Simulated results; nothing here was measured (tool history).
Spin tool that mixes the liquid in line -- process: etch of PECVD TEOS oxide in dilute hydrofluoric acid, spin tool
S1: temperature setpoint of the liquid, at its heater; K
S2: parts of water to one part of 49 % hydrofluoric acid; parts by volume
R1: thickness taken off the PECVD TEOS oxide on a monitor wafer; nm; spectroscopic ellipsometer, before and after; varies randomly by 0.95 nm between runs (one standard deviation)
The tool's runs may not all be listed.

{"run": 1, "hour": 0.0, "S1": 297.15, "S2": 105, "time under the liquid (s)": 315, "R1": 69.128}
{"run": 2, "hour": 3.1, "S1": 297.15, "S2": 105, "time under the liquid (s)": 335, "R1": 73.699}
{"run": 3, "hour": 6.2, "S1": 297.15, "S2": 105, "time under the liquid (s)": 335, "R1": 74.034}
{"run": 4, "hour": 10.1, "S1": 297.15, "S2": 105, "time under the liquid (s)": 315, "R1": 68.455}
{"run": 5, "hour": 14.9, "S1": 298.65, "S2": 100, "time under the liquid (s)": 315, "R1": 78.25}
{"run": 6, "hour": 20.5, "S1": 299.65, "S2": 100, "time under the liquid (s)": 315, "R1": 82.098}
{"run": 7, "hour": 24.8, "S1": 300.65, "S2": 100, "time under the liquid (s)": 315, "R1": 82.804}

Predict the results of run 8:
{"run": 8, "hour": 33.4, "S1": 304.65, "S2": 85, "time under the liquid (s)": 315, "R1": "?"}

Run 8 came out at R1 118.010 nm.

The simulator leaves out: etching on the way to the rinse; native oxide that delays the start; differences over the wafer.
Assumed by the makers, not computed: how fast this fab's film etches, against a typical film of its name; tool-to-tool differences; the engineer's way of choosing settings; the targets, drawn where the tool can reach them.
